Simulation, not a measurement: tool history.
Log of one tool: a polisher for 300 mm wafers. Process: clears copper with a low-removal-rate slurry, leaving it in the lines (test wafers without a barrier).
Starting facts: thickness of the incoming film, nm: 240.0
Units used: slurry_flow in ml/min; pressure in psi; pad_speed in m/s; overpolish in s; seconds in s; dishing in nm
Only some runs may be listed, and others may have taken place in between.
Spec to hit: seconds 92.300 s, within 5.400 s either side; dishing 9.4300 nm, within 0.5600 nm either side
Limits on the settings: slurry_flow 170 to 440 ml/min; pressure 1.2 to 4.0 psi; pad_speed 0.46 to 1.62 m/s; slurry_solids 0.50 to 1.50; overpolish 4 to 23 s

{"run": 1, "hour": 0.0, "slurry_flow": 280, "pressure": 2.6, "pad_speed": 1.04, "slurry_solids": 1.0, "overpolish": 12, "seconds": 92.984, "dishing": 22.046}
{"run": 2, "hour": 2.8, "slurry_flow": 280, "pressure": 2.6, "pad_speed": 1.22, "slurry_solids": 1.0, "overpolish": 12, "seconds": 80.21, "dishing": 24.407}
{"run": 3, "hour": 9.3, "slurry_flow": 280, "pressure": 2.6, "pad_speed": 1.22, "slurry_solids": 1.15, "overpolish": 12, "seconds": 77.974, "dishing": 24.772}
{"run": 4, "hour": 17.2, "slurry_flow": 265, "pressure": 2.3, "pad_speed": 1.28, "slurry_solids": 1.2, "overpolish": 10, "seconds": 82.681, "dishing": 19.038}
{"run": 5, "hour": 20.8, "slurry_flow": 260, "pressure": 2.2, "pad_speed": 1.3, "slurry_solids": 1.25, "overpolish": 9, "seconds": 85.247, "dishing": 17.517}
{"run": 6, "hour": 29.3, "slurry_flow": 260, "pressure": 2.7, "pad_speed": 1.3, "slurry_solids": 1.25, "overpolish": 9, "seconds": 70.827, "dishing": 20.869}
{"run": 7, "hour": 30.8, "slurry_flow": 240, "pressure": 2.4, "pad_speed": 1.34, "slurry_solids": 1.3, "overpolish": 8, "seconds": 77.138, "dishing": 17.027}
{"run": 8, "hour": 39.8, "slurry_flow": 225, "pressure": 2.3, "pad_speed": 1.36, "slurry_solids": 1.35, "overpolish": 7, "seconds": 77.697, "dishing": 15.08}
{"run": 9, "hour": 47.9, "slurry_flow": 215, "pressure": 2.2, "pad_speed": 1.36, "slurry_solids": 1.35, "overpolish": 6, "seconds": 82.424, "dishing": 12.578}
{"run": 10, "hour": 54.6, "slurry_flow": 210, "pressure": 2.1, "pad_speed": 1.36, "slurry_solids": 1.35, "overpolish": 6, "seconds": 88.436, "dishing": 11.562}
{"run": 11, "hour": 61.3, "slurry_flow": 205, "pressure": 2.1, "pad_speed": 1.36, "slurry_solids": 1.35, "overpolish": 6, "seconds": 86.654, "dishing": 11.426}
{"run": 12, "hour": 67.0, "slurry_flow": 200, "pressure": 2.1, "pad_speed": 1.36, "slurry_solids": 1.35, "overpolish": 6, "seconds": 87.757, "dishing": 11.711}

5 candidate next runs follow, results not yet known. Just one meets every target within its allowed miss. Identify it.
{"run": "A", "hour": 72.7, "slurry_flow": 205, "pressure": 2.0, "pad_speed": 1.32, "slurry_solids": 1.4, "overpolish": 5, "seconds": "?", "dishing": "?"}
{"run": "B", "hour": 72.7, "slurry_flow": 170, "pressure": 2.2, "pad_speed": 1.28, "slurry_solids": 1.4, "overpolish": 8, "seconds": "?", "dishing": "?"}
{"run": "C", "hour": 72.7, "slurry_flow": 210, "pressure": 1.6, "pad_speed": 1.62, "slurry_solids": 1.5, "overpolish": 6, "seconds": "?", "dishing": "?"}
{"run": "D", "hour": 72.7, "slurry_flow": 200, "pressure": 2.1, "pad_speed": 1.44, "slurry_solids": 1.4, "overpolish": 5, "seconds": "?", "dishing": "?"}
{"run": "E", "hour": 72.7, "slurry_flow": 180, "pressure": 2.6, "pad_speed": 1.26, "slurry_solids": 1.4, "overpolish": 6, "seconds": "?", "dishing": "?"}

move=A seconds=91.127 dishing=9.0234
move=B seconds=86.691 dishing=14.7860
move=C seconds=92.252 dishing=10.5570
move=D seconds=80.465 dishing=10.1720
move=E seconds=74.489 dishing=13.0700
A: hits every target within its allowed miss
B: its largest miss is bigger than the last run's
C: better than the last run, though not everything is in spec
D: better than the last run, though not everything is in spec
E: its largest miss is bigger than the last run's
Correct choice: A, which meets every target
